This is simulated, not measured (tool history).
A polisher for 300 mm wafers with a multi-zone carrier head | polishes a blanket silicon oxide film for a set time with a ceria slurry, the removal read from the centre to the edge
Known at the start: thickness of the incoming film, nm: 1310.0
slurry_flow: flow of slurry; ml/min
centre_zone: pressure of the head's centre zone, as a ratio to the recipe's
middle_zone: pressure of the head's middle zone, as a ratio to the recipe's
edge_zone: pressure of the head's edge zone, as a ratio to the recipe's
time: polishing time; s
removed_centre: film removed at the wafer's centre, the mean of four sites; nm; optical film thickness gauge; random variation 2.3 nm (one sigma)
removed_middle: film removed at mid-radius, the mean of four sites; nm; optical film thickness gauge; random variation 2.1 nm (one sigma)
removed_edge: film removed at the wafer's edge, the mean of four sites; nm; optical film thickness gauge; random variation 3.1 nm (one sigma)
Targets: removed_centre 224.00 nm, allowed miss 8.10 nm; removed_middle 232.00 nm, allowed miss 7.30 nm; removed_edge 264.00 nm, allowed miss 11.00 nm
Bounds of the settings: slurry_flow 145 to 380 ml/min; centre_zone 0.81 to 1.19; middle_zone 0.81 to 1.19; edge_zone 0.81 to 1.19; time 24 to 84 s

run 1 hour=0.0 | slurry_flow=245 centre_zone=1.00 middle_zone=1.00 edge_zone=1.00 time=54 | removed_centre=272.22 removed_middle=268.88 removed_edge=266.43
run 2 hour=3.4 | slurry_flow=235 centre_zone=0.97 middle_zone=0.97 edge_zone=1.01 time=54 | removed_centre=259.19 removed_middle=257.21 removed_edge=267.64
run 3 hour=9.0 | slurry_flow=235 centre_zone=0.97 middle_zone=0.93 edge_zone=1.01 time=54 | removed_centre=255.83 removed_middle=249.84 removed_edge=264.86
run 4 hour=11.5 | slurry_flow=225 centre_zone=0.95 middle_zone=0.92 edge_zone=1.02 time=54 | removed_centre=254.60 removed_middle=247.71 removed_edge=269.31
run 5 hour=15.2 | slurry_flow=225 centre_zone=0.93 middle_zone=0.91 edge_zone=1.02 time=54 | removed_centre=242.67 removed_middle=242.85 removed_edge=269.61
run 6 hour=17.9 | slurry_flow=225 centre_zone=0.93 middle_zone=0.91 edge_zone=1.02 time=45 | removed_centre=208.32 removed_middle=203.54 removed_edge=226.91
run 7 hour=22.7 | slurry_flow=225 centre_zone=0.93 middle_zone=0.91 edge_zone=1.02 time=45 | removed_centre=204.76 removed_middle=203.04 removed_edge=224.59
run 8 hour=31.1 | slurry_flow=230 centre_zone=0.93 middle_zone=0.92 edge_zone=1.05 time=46 | removed_centre=210.16 removed_middle=211.14 removed_edge=230.22
run 9 hour=37.0 | slurry_flow=225 centre_zone=0.92 middle_zone=0.91 edge_zone=1.05 time=48 | removed_centre=212.60 removed_middle=217.24 removed_edge=243.24

4 next moves are on the table. One of them brings every result within its allowed miss. Which?
run A hour=42.9 | slurry_flow=285 centre_zone=0.91 middle_zone=0.93 edge_zone=1.14 time=49 | removed_centre=? removed_middle=? removed_edge=?
run B hour=42.9 | slurry_flow=255 centre_zone=0.83 middle_zone=0.97 edge_zone=1.08 time=49 | removed_centre=? removed_middle=? removed_edge=?
run C hour=42.9 | slurry_flow=150 centre_zone=0.90 middle_zone=0.95 edge_zone=1.07 time=49 | removed_centre=? removed_middle=? removed_edge=?
run D hour=42.9 | slurry_flow=175 centre_zone=1.06 middle_zone=0.95 edge_zone=1.04 time=44 | removed_centre=? removed_middle=? removed_edge=?

move=A removed_centre=224.13 removed_middle=232.28 removed_edge=261.91
move=B removed_centre=201.70 removed_middle=237.94 removed_edge=252.43
move=C removed_centre=201.33 removed_middle=216.90 removed_edge=237.80
move=D removed_centre=219.35 removed_middle=199.61 removed_edge=214.47
A: meets every target
B: brings the result that was furthest off to its target, and leaves another outside
C: further off than the last run
D: further off than the last run
The right move is A.
